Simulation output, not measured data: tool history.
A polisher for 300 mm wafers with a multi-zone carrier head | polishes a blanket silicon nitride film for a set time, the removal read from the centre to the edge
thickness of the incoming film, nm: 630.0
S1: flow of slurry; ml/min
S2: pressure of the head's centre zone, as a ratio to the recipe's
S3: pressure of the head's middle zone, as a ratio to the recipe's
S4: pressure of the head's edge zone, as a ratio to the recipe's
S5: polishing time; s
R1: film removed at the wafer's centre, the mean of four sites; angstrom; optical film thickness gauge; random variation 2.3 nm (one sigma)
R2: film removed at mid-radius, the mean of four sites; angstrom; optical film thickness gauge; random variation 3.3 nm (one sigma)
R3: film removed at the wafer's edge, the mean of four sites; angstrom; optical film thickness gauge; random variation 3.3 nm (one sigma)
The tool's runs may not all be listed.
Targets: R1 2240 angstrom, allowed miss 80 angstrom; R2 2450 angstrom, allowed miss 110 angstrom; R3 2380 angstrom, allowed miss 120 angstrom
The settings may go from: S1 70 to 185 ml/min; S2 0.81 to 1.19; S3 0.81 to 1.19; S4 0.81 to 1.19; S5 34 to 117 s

| run | hour | S1 | S2 | S3 | S4 | S5 | R1 | R2 | R3 |
|---|---|---|---|---|---|---|---|---|---|
| 1 | 0 | 120 | 1 | 1 | 1 | 75 | 1828.1 | 1913 | 1799.1 |
| 2 | 5 | 120 | 1 | 1 | 0.93 | 75 | 1812.3 | 1864.7 | 1711.2 |
| 3 | 8.3 | 130 | 1 | 1.01 | 1 | 78 | 1916.2 | 1996.5 | 1851.5 |
| 4 | 10.7 | 125 | 1 | 1.01 | 1.04 | 83 | 2025.8 | 2141.6 | 2057 |
| 5 | 18.7 | 130 | 1 | 1.02 | 1.08 | 85 | 2122.7 | 2180.4 | 2139.2 |
| 6 | 19.7 | 130 | 0.94 | 1.02 | 1.08 | 85 | 2013.6 | 2239.5 | 2176.9 |
| 7 | 27.1 | 140 | 0.94 | 1.03 | 1.1 | 86 | 1999.8 | 2265.1 | 2203.7 |
| 8 | 35.1 | 140 | 0.95 | 1.04 | 1.11 | 88 | 2065 | 2321.9 | 2258.3 |
| 9 | 41.5 | 140 | 0.96 | 1.04 | 1.11 | 89 | 2112.9 | 2297.3 | 2323.5 |

4 next moves are on the table. One of them brings every result within its allowed miss. Which?
| A | 47.9 | 145 | 0.9 | 1.09 | 1.13 | 90 | ? | ? | ? |
| B | 47.9 | 165 | 0.96 | 1.03 | 1.09 | 92 | ? | ? | ? |
| C | 47.9 | 120 | 0.91 | 1.07 | 1.1 | 93 | ? | ? | ? |
| D | 47.9 | 165 | 0.91 | 0.97 | 1.19 | 96 | ? | ? | ? |

| move | R1 | R2 | R3 |
|---|---|---|---|
| A | 1987.6 | 2493.5 | 2277 |
| B | 2210.5 | 2487.7 | 2315.6 |
| C | 2015.2 | 2475.3 | 2278.4 |
| D | 2184.7 | 2486.4 | 2529.6 |
A: further off than the last run
B: meets every target
C: further off than the last run
D: brings the result that was furthest off to its target, and leaves another outside
Move B is the one to make.
